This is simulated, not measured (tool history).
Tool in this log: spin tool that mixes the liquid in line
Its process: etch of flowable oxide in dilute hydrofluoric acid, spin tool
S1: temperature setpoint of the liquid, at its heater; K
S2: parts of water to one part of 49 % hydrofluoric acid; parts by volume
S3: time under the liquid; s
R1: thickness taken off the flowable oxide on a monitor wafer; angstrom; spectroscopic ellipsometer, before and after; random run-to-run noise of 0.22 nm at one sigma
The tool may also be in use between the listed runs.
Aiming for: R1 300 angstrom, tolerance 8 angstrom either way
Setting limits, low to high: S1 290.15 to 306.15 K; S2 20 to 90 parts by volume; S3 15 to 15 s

{"run": 1, "day": 0.0, "S1": 298.15, "S2": 50, "S3": 15, "R1": 174.16}
{"run": 2, "day": 0.033, "S1": 298.15, "S2": 50, "S3": 15, "R1": 174.82}
{"run": 3, "day": 0.171, "S1": 295.65, "S2": 50, "S3": 15, "R1": 158.29}
{"run": 4, "day": 0.362, "S1": 297.65, "S2": 50, "S3": 15, "R1": 172.36}
{"run": 5, "day": 0.596, "S1": 297.65, "S2": 50, "S3": 15, "R1": 172.98}
{"run": 6, "day": 0.638, "S1": 297.65, "S2": 40, "S3": 15, "R1": 217.91}
{"run": 7, "day": 0.854, "S1": 299.15, "S2": 40, "S3": 15, "R1": 231.01}
{"run": 8, "day": 1.217, "S1": 300.15, "S2": 40, "S3": 15, "R1": 241.98}
{"run": 9, "day": 1.517, "S1": 301.15, "S2": 40, "S3": 15, "R1": 250.06}
{"run": 10, "day": 1.738, "S1": 302.15, "S2": 40, "S3": 15, "R1": 261.85}
{"run": 11, "day": 1.996, "S1": 302.65, "S2": 40, "S3": 15, "R1": 271.61}

Which of these 4 next moves meets every target?
{"run": "A", "day": 2.254, "S1": 303.15, "S2": 35, "S3": 15, "R1": "?"}
{"run": "B", "day": 2.254, "S1": 299.65, "S2": 30, "S3": 15, "R1": "?"}
{"run": "C", "day": 2.254, "S1": 304.15, "S2": 35, "S3": 15, "R1": "?"}
{"run": "D", "day": 2.254, "S1": 302.15, "S2": 35, "S3": 15, "R1": "?"}

move=A R1=309.8
move=B R1=316.09
move=C R1=322.34
move=D R1=297.66
A: takes the result that was furthest off past its target
B: takes the result that was furthest off past its target
C: takes the result that was furthest off past its target
D: in spec on every target
Correct choice: D, which meets every target
